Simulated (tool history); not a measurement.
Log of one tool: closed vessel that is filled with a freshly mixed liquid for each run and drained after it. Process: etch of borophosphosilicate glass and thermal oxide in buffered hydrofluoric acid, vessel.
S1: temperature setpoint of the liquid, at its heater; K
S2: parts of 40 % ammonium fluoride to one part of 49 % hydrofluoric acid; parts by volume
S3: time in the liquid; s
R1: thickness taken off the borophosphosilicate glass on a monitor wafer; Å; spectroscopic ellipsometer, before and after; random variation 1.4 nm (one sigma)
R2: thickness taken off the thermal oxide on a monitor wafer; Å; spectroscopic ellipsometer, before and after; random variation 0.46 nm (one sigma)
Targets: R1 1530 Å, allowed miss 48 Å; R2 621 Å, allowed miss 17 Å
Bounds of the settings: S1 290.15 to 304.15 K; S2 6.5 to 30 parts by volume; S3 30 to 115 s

Run 1, hour 0: S1 296.15 K, S2 19.5 parts by volume, S3 60 s. Result: R1 855.93 Å, R2 344.36 Å.
Run 2, hour 0.8: S1 299.65 K, S2 19.5 parts by volume, S3 60 s. Result: R1 1039.2 Å, R2 417.2 Å.
Run 3, hour 6.5: S1 301.65 K, S2 19.5 parts by volume, S3 60 s. Result: R1 1143 Å, R2 463.12 Å.
Run 4, hour 14.3: S1 302.65 K, S2 18.5 parts by volume, S3 60 s. Result: R1 1270.6 Å, R2 516.21 Å.
Run 5, hour 15.7: S1 303.15 K, S2 18 parts by volume, S3 60 s. Result: R1 1329.3 Å, R2 550.62 Å.
At hour 17.6: hydrofluoric acid flow meter replaced.
Run 6, hour 17.6: S1 303.15 K, S2 17.5 parts by volume, S3 60 s. Result: R1 1281.3 Å, R2 531 Å.
Run 7, hour 22.3: S1 303.15 K, S2 17 parts by volume, S3 60 s. Result: R1 1331.3 Å, R2 549.37 Å.
Run 8, hour 24.4: S1 303.15 K, S2 16.5 parts by volume, S3 60 s. Result: R1 1387.3 Å, R2 556.28 Å.
Run 9, hour 29: S1 303.65 K, S2 16.5 parts by volume, S3 60 s. Result: R1 1406.9 Å, R2 575.23 Å.
Run 10, hour 36: S1 303.65 K, S2 16 parts by volume, S3 60 s. Result: R1 1452.6 Å, R2 589.37 Å.

4 next moves are on the table. One of them brings every result within its allowed miss. Which?
Run A, hour 43: S1 303.15 K, S2 13.5 parts by volume, S3 55 s. Result: R1 ?, R2 ?.
Run B, hour 43: S1 297.15 K, S2 6.5 parts by volume, S3 35 s. Result: R1 ?, R2 ?.
Run C, hour 43: S1 299.65 K, S2 6.5 parts by volume, S3 30 s. Result: R1 ?, R2 ?.
Run D, hour 43: S1 303.65 K, S2 18 parts by volume, S3 65 s. Result: R1 ?, R2 ?.

move      R1      R2
   A  1525.3  620.89
   B  1425.7  574.47
   C  1396.1  563.55
   D  1394.1  568.17
A: meets every target
B: further off than the last run
C: further off than the last run
D: further off than the last run
Move A is the one to make.

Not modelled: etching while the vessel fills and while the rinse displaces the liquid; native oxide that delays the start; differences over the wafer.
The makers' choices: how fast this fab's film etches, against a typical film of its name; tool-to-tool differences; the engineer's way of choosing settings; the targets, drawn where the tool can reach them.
